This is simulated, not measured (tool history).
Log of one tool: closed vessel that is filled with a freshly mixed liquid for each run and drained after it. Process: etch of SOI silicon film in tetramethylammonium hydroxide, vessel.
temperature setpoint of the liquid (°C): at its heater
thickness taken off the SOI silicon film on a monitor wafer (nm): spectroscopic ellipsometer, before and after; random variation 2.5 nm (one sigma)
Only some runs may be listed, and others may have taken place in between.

| run | hour | temperature setpoint of the liquid (°C) | concentration of hydroxide in the mixed liquid (% by weight) | time in the liquid (s) | thickness taken off the SOI silicon film on a monitor wafer (nm) |
|---|---|---|---|---|---|
| 1 | 0.0 | 71.0 | 11.5 | 30 | 210.01 |
| 2 | 5.8 | 71.0 | 11.5 | 30 | 210.84 |
| 3 | 12.8 | 72.0 | 11.5 | 30 | 222.67 |
| 4 | 14.0 | 73.0 | 11.5 | 30 | 240.13 |
| 5 | 18.3 | 73.5 | 11.5 | 30 | 243.17 |
| 6 | 20.8 | 74.0 | 11.5 | 30 | 248.70 |
| 7 | 27.8 | 74.5 | 11.5 | 30 | 256.07 |
| 8 | 29.0 | 75.0 | 11.5 | 30 | 265.20 |
| 9 | 30.8 | 75.5 | 11.5 | 30 | 270.18 |

What will run 10 give?
| 10 | 35.6 | 78.0 | 11.5 | 30 | ? |

{"run 10": {"thickness taken off the SOI silicon film on a monitor wafer (nm)": 317.34}}
